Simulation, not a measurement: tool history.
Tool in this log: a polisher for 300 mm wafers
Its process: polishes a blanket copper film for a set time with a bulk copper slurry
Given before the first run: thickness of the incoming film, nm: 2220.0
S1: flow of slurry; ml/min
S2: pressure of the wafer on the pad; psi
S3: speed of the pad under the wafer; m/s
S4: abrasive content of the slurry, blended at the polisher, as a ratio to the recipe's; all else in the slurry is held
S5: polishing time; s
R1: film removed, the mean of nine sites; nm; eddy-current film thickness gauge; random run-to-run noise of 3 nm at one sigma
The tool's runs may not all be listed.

run,day,S1,S2,S3,S4,S5,R1
1,0.000,195,2.0,1.04,1.0,41,272.92
2,0.021,200,2.1,1.04,1.0,41,289.26
3,0.271,200,2.1,1.04,1.0,43,302.10
4,0.375,200,2.1,1.04,1.0,41,284.51
5,0.579,200,2.1,1.04,1.2,41,298.86
6,0.783,200,2.1,0.84,1.2,41,243.28
7,1.121,205,2.3,0.84,1.2,41,268.05
8,1.246,210,2.5,0.84,1.2,41,290.78
9,1.417,210,2.6,0.86,1.2,41,304.82
10,1.454,215,2.7,0.88,1.2,41,328.94
11,1.646,220,2.8,0.88,1.2,41,337.08
12,1.679,220,2.9,0.90,1.2,41,363.35
13,1.738,220,3.0,0.92,1.2,41,379.48

Run 14 is up next; what results do you expect?
14,1.938,225,3.1,0.94,1.2,41,?

R1: 401.42 nm
